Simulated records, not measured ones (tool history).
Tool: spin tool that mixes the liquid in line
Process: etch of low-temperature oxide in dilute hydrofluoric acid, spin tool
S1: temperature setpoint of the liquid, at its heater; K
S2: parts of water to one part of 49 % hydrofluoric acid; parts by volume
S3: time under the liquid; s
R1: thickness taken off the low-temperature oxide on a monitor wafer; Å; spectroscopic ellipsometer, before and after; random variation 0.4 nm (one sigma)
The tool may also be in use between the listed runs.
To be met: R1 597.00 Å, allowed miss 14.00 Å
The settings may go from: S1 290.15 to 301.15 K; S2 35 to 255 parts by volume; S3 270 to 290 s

run    day      S1   S2   S3      R1
  1  0.000  293.15  145  270  233.94
  2  0.250  294.15  130  270  278.28
  3  0.592  294.15   85  270  444.60
  4  0.771  296.65   85  270  492.10
  5  1.071  296.65   55  270  793.59
  6  1.196  296.65  105  270  391.25
  7  1.575  297.15  100  270  421.65
  8  1.729  297.65   95  270  451.97
  9  2.079  298.15   90  270  490.54
 10  2.267  301.15   80  270  629.92

Which of these 5 next moves meets every target?
  A  2.454  300.15  90  290   ?
  B  2.454  300.65  85  270   ?
  C  2.454  299.65  85  270   ?
  D  2.454  299.65  85  290   ?
  E  2.454  297.65  80  275   ?

move      R1
   A  566.63
   B  573.41
   C  551.46
   D  592.31
   E  554.94
A: takes the result that was furthest off past its target
B: takes the result that was furthest off past its target
C: takes the result that was furthest off past its target
D: meets every target
E: takes the result that was furthest off past its target
Answer: D
